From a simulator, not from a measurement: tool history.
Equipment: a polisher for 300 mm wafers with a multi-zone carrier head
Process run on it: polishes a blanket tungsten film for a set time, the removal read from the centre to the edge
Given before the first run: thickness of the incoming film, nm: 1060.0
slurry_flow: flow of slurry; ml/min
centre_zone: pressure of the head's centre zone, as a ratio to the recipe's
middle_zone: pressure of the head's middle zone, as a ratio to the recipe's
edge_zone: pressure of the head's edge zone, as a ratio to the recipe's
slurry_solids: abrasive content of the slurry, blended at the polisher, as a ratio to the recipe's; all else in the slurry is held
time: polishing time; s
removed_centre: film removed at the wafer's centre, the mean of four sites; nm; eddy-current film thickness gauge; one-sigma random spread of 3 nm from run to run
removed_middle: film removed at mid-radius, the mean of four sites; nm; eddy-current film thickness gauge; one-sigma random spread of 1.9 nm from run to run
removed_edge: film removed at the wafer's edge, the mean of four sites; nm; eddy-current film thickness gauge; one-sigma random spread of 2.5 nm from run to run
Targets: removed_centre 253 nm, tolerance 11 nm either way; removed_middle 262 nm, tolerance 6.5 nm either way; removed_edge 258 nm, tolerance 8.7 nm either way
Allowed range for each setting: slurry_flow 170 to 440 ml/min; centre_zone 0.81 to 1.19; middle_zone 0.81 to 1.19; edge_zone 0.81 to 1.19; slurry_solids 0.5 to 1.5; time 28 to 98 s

Run 1, hour 0: slurry_flow 280 ml/min, centre_zone 1, middle_zone 1, edge_zone 1, slurry_solids 1, time 63 s. Result: removed_centre 326.92 nm, removed_middle 319.36 nm, removed_edge 318.53 nm.
Run 2, hour 4.3: slurry_flow 280 ml/min, centre_zone 1, middle_zone 1, edge_zone 1, slurry_solids 1.1, time 63 s. Result: removed_centre 332.81 nm, removed_middle 325.79 nm, removed_edge 328.6 nm.
Run 3, hour 9.4: slurry_flow 240 ml/min, centre_zone 1, middle_zone 1, edge_zone 1, slurry_solids 1.1, time 63 s. Result: removed_centre 328.37 nm, removed_middle 318.25 nm, removed_edge 317.42 nm.
Run 4, hour 18.4: slurry_flow 240 ml/min, centre_zone 1, middle_zone 0.96, edge_zone 1, slurry_solids 1.1, time 63 s. Result: removed_centre 329.25 nm, removed_middle 309.99 nm, removed_edge 320.02 nm.
Run 5, hour 22.8: slurry_flow 240 ml/min, centre_zone 1, middle_zone 0.9, edge_zone 1, slurry_solids 1.1, time 63 s. Result: removed_centre 329.36 nm, removed_middle 291.75 nm, removed_edge 318.99 nm.
Run 6, hour 26.1: slurry_flow 240 ml/min, centre_zone 1, middle_zone 0.9, edge_zone 1.08, slurry_solids 1.1, time 63 s. Result: removed_centre 332.13 nm, removed_middle 295.57 nm, removed_edge 335.58 nm.
Run 7, hour 32.8: slurry_flow 230 ml/min, centre_zone 0.97, middle_zone 0.91, edge_zone 1.03, slurry_solids 1, time 63 s. Result: removed_centre 302.01 nm, removed_middle 286.27 nm, removed_edge 314.48 nm.
Run 8, hour 37: slurry_flow 220 ml/min, centre_zone 0.96, middle_zone 0.91, edge_zone 0.99, slurry_solids 0.95, time 63 s. Result: removed_centre 298.74 nm, removed_middle 275.08 nm, removed_edge 300.84 nm.

Of the 4 settings listed for the next run, only one would bring every result within its allowed miss of target. Which one?
Run A, hour 41.2: slurry_flow 180 ml/min, centre_zone 1.1, middle_zone 0.93, edge_zone 0.97, slurry_solids 0.95, time 68 s. Result: removed_centre ?, removed_middle ?, removed_edge ?.
Run B, hour 41.2: slurry_flow 260 ml/min, centre_zone 1.19, middle_zone 0.9, edge_zone 0.87, slurry_solids 0.85, time 62 s. Result: removed_centre ?, removed_middle ?, removed_edge ?.
Run C, hour 41.2: slurry_flow 245 ml/min, centre_zone 0.92, middle_zone 1, edge_zone 0.96, slurry_solids 1, time 53 s. Result: removed_centre ?, removed_middle ?, removed_edge ?.
Run D, hour 41.2: slurry_flow 240 ml/min, centre_zone 1.11, middle_zone 0.9, edge_zone 0.98, slurry_solids 0.8, time 61 s. Result: removed_centre ?, removed_middle ?, removed_edge ?.

move  removed_centre  removed_middle  removed_edge
   A          352.03          301.25        317.27
   B          355.29          273.83        277.96
   C          251.63          266.78        259.22
   D           318.5           261.7        281.26
A: its largest miss is bigger than the last run's
B: its largest miss is bigger than the last run's
C: meets every target
D: its largest miss is bigger than the last run's
C meets every target.

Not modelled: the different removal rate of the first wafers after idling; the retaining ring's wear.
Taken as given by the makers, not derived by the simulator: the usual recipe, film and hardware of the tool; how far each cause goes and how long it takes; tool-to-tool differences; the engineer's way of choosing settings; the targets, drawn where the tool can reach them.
